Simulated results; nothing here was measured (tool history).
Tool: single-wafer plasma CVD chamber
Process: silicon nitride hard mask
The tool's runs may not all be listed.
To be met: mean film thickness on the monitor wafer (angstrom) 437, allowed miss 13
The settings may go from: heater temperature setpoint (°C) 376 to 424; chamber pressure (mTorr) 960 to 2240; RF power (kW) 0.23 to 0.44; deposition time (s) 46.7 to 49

| run | hour | heater temperature setpoint (°C) | chamber pressure (mTorr) | RF power (kW) | deposition time (s) | mean film thickness on the monitor wafer (angstrom) |
|---|---|---|---|---|---|---|
| 1 | 0 | 400 | 1600 | 0.335 | 49 | 594.27 |
| 2 | 2 | 400 | 1540 | 0.315 | 48.6 | 554.74 |
| 3 | 9.7 | 400 | 1810 | 0.315 | 48.6 | 585.01 |
| 4 | 11.5 | 400 | 1740 | 0.3 | 48.3 | 550.24 |
| 5 | 15.8 | 406 | 1740 | 0.3 | 48.3 | 556.26 |
| 6 | 19.5 | 406 | 1670 | 0.29 | 48.1 | 528.31 |
| 7 | 20.3 | 406 | 1670 | 0.29 | 48.1 | 528.68 |
| 8 | 29.1 | 406 | 1350 | 0.235 | 46.7 | 407.15 |

Which of these 4 next moves meets every target?
| A | 37.9 | 409 | 1280 | 0.235 | 48.2 | ? |
| B | 37.9 | 400 | 1070 | 0.25 | 46.7 | ? |
| C | 37.9 | 395 | 1260 | 0.25 | 49 | ? |
| D | 37.9 | 424 | 1070 | 0.245 | 49 | ? |

| move | mean film thickness on the monitor wafer (angstrom) |
|---|---|
| A | 410.94 |
| B | 389.1 |
| C | 438.88 |
| D | 397.27 |
A: nearer than the last run, and not there yet
B: further off than the last run
C: meets every target
D: further off than the last run
Move C is the one to make.

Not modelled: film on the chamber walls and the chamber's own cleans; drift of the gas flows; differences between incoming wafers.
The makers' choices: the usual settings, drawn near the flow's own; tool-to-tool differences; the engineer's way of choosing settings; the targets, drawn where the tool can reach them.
